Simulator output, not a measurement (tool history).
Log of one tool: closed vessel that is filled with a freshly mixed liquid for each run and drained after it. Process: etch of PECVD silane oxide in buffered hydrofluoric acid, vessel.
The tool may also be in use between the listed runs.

| run | hour | temperature setpoint of the liquid (K) | parts of 40 % ammonium fluoride to one part of 49 % hydrofluoric acid (parts by volume) | time in the liquid (s) | thickness taken off the PECVD silane oxide on a monitor wafer (nm) |
|---|---|---|---|---|---|
| 1 | 0.0 | 296.15 | 13.5 | 95 | 177.76 |
| 2 | 4.4 | 296.65 | 13.5 | 95 | 183.04 |
| 3 | 7.7 | 297.15 | 13.5 | 95 | 187.78 |
| 4 | 8.9 | 297.15 | 13.5 | 95 | 189.03 |
| 5 | 13.1 | 297.65 | 13.5 | 95 | 194.77 |
| 6 | 14.1 | 295.65 | 13.5 | 95 | 171.97 |
| 7 | 16.3 | 296.15 | 13.5 | 95 | 179.62 |

Forecast run 8:
| 8 | 20.9 | 296.65 | 13.5 | 95 | ? |

{"run 8": {"thickness taken off the PECVD silane oxide on a monitor wafer (nm)": 180.51}}

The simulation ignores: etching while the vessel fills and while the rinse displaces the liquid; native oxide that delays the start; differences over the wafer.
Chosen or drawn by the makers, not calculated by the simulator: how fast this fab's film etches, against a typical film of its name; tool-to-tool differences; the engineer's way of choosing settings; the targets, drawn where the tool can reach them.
